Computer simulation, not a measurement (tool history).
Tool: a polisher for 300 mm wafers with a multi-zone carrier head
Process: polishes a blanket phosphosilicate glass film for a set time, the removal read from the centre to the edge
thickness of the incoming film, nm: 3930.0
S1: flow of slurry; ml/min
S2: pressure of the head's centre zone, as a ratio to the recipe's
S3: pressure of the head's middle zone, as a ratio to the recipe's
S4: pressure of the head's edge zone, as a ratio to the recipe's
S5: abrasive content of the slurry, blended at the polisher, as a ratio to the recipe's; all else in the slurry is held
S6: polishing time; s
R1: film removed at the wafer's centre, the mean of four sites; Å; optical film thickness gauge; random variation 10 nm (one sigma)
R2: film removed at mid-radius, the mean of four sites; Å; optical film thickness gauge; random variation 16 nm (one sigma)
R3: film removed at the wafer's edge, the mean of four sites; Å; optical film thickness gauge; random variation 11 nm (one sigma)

run	hour	S1	S2	S3	S4	S5	S6	R1	R2	R3
1	0	155	1	1	1	1	85	8967.1	9024.4	9244.5
2	3.9	155	1	1	1	1	66	7060.7	6850.9	7294.2
3	9.5	175	1.05	1.03	1.04	1.15	68	8386.4	7994.2	8352.9
4	12.9	190	1.09	1.05	1.07	1.25	68	9165.8	8239.6	8662.9
5	17.5	195	1.1	1.07	1.08	1.35	71	9974.5	9278.7	9569.4
# hour 25.3: edge zone pressure recalibrated
6	25.3	195	1.07	1.07	1.08	1.35	71	9613.5	9391	9171.8

Run 7 comes next. What will it give?
7	26.7	190	1.1	1.08	1.09	1.4	73	?	?	?

Run 7 gave R1 10345 Å, R2 9873 Å, R3 9577.4 Å.

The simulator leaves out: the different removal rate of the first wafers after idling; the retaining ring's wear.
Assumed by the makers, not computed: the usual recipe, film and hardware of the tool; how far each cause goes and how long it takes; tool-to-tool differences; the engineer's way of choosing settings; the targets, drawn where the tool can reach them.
